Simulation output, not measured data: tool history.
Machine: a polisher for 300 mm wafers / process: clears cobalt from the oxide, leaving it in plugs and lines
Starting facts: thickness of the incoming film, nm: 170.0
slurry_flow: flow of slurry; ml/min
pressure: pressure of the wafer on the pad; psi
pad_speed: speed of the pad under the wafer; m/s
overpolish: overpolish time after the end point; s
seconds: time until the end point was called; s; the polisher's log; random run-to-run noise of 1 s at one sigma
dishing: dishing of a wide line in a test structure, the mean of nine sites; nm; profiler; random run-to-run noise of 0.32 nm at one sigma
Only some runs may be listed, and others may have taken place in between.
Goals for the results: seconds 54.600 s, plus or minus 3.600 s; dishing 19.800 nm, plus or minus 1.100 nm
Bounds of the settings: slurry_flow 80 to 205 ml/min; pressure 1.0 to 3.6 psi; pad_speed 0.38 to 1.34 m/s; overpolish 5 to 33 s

run   hour  slurry_flow  pressure  pad_speed  overpolish  seconds  dishing
  1    0.0          135       2.3       0.86          17   28.365   51.372
  2    1.3          105       2.3       0.86          17   29.871   49.414
  3    2.5          100       2.2       0.84          16   31.567   47.534
  4   11.3          125       2.2       0.84          16   29.798   48.468
  5   13.9          120       2.1       0.80          15   32.670   44.568
  6   21.5          120       2.6       0.80          15   26.836   48.155
  7   26.6          115       2.5       0.76          14   28.709   45.227
  8   34.4          110       2.4       0.72          13   31.728   41.622
  9   38.2          105       2.3       0.68          12   36.340   36.620
 10   42.8          100       2.3       0.64          11   36.549   33.124
 11   51.1          100       2.3       0.64          11   37.336   34.213
 12   55.3           90       1.7       0.58           5   56.571   12.534
 13   64.2           90       1.7       0.56           5   57.392   12.218
 14   69.9           90       1.7       0.60          13   55.999   29.360
 15   73.9           90       1.7       0.62          13   52.189   29.089
 16   80.5           90       1.7       0.64          13   52.230   30.136
 17   88.6           90       1.6       0.66          13   52.936   28.178
 18   94.6           90       1.6       0.66          13   53.981   29.552
 19   95.2           85       1.4       0.64           5   65.372   11.123
 20   96.9           85       1.5       0.62           5   60.763   12.083
 21  105.3           85       2.0       0.46          13   57.232   27.872
 22  110.3          100       1.9       0.48          11   57.209   24.533
 23  117.3          100       1.8       0.52          10   54.804   23.023
 24  120.3           95       1.8       0.56           9   53.135   21.767
 25  124.6           90       1.8       0.58           9   51.049   22.034
 26  132.4          100       1.7       0.58           9   54.786   22.524
 27  138.2          100       1.7       0.58           9   53.585   21.545
 28  146.2           95       1.7       0.58           9   54.587   22.387

Exactly one of the 5 candidate moves below puts every result within its allowed miss. Which one?
  A  154.2          100       2.0       0.46          11        ?        ?
  B  154.2          110       1.7       0.52          12        ?        ?
  C  154.2          100       1.4       0.76           8        ?        ?
  D  154.2           90       2.4       0.44           8        ?        ?
  E  154.2          105       1.8       0.48          12        ?        ?

move  seconds  dishing
   A   55.048   25.439
   B   57.527   26.320
   C   53.452   20.115
   D   49.139   21.557
   E   58.347   26.032
A: moves away from the targets compared with the last run
B: moves away from the targets compared with the last run
C: every result lands within tolerance
D: better than the last run, though not everything is in spec
E: moves away from the targets compared with the last run
Answer: C
